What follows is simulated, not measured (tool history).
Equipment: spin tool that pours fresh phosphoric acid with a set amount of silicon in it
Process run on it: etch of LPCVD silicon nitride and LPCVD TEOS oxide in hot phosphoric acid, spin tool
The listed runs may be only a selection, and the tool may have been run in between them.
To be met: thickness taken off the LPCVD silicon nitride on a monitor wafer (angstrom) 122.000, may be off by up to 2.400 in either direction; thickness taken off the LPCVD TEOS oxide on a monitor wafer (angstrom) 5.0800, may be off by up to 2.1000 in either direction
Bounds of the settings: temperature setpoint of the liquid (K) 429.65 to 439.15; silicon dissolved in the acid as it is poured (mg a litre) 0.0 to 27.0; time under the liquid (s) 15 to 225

run,hour,temperature setpoint of the liquid (K),silicon dissolved in the acid as it is poured (mg a litre),time under the liquid (s),thickness taken off the LPCVD silicon nitride on a monitor wafer (angstrom),thickness taken off the LPCVD TEOS oxide on a monitor wafer (angstrom)
1,0.0,434.15,12.0,115,91.629,2.8182
2,3.7,434.15,12.0,165,132.010,4.5923
3,11.5,434.15,16.5,165,132.670,4.5531
4,12.3,433.65,15.0,165,130.600,4.4442
5,16.3,433.65,15.0,210,164.630,5.4790
6,18.2,432.65,10.5,205,156.720,6.5800
7,21.5,430.15,11.5,180,125.920,4.2517
8,24.9,430.15,9.5,180,125.620,3.6397
9,31.8,430.65,7.5,175,124.810,3.9661
10,40.4,430.65,6.0,175,124.460,4.2077
11,43.5,430.65,4.0,175,123.750,5.6585
12,44.9,430.65,4.5,175,124.840,4.4023
13,50.0,430.65,3.0,175,125.850,4.3624
14,56.4,430.65,2.0,175,124.790,5.3600

Exactly one of the 5 candidate moves below puts every result within its allowed miss. Which one?
A,62.8,435.15,0.0,155,?,?
B,62.8,430.65,2.0,170,?,?
C,62.8,431.15,3.0,175,?,?
D,62.8,433.15,0.0,170,?,?
E,62.8,430.15,7.5,185,?,?

move,thickness taken off the LPCVD silicon nitride on a monitor wafer (angstrom),thickness taken off the LPCVD TEOS oxide on a monitor wafer (angstrom)
A,128.500,7.4814
B,121.150,5.6628
C,126.850,5.9375
D,131.830,7.0800
E,129.620,5.3195
A: the biggest miss grows against the last run
B: every result within its allowed miss
C: the biggest miss grows against the last run
D: the biggest miss grows against the last run
E: the biggest miss grows against the last run
So the answer is move B, the one that meets all the targets.
